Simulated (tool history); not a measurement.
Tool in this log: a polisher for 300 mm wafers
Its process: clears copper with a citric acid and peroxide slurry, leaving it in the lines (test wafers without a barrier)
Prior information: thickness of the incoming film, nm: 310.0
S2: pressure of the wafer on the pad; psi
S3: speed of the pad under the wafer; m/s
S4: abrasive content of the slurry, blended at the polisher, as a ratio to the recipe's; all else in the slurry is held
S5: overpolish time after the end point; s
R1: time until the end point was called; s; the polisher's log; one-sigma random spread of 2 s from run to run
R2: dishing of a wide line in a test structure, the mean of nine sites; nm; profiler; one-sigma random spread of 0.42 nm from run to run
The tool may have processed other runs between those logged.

run 1 hour=0.0 | flow_of_slurry_(ml/min)=200 S2=2.6 S3=1.40 S4=1.0 S5=14 | R1=104.00 R2=30.446
run 2 hour=2.6 | flow_of_slurry_(ml/min)=200 S2=2.6 S3=1.40 S4=0.8 S5=14 | R1=107.07 R2=28.539
run 3 hour=10.5 | flow_of_slurry_(ml/min)=230 S2=2.6 S3=1.40 S4=0.8 S5=14 | R1=108.68 R2=29.774
run 4 hour=12.1 | flow_of_slurry_(ml/min)=230 S2=2.2 S3=1.40 S4=0.8 S5=14 | R1=124.93 R2=26.044
run 5 hour=14.7 | flow_of_slurry_(ml/min)=230 S2=1.6 S3=1.40 S4=0.8 S5=14 | R1=170.77 R2=18.510
run 6 hour=20.6 | flow_of_slurry_(ml/min)=230 S2=1.6 S3=1.40 S4=0.8 S5=11 | R1=172.62 R2=15.340
run 7 hour=29.0 | flow_of_slurry_(ml/min)=230 S2=1.6 S3=1.38 S4=0.8 S5=12 | R1=168.57 R2=15.881
run 8 hour=34.8 | flow_of_slurry_(ml/min)=230 S2=1.6 S3=1.38 S4=0.8 S5=13 | R1=175.31 R2=17.506

Run 9 has not been measured yet. What should we expect?
run 9 hour=42.6 | flow_of_slurry_(ml/min)=230 S2=1.6 S3=1.38 S4=0.8 S5=14 | R1=? R2=?

For run 9 the tool returned R1 176.32 s, R2 19.126 nm.

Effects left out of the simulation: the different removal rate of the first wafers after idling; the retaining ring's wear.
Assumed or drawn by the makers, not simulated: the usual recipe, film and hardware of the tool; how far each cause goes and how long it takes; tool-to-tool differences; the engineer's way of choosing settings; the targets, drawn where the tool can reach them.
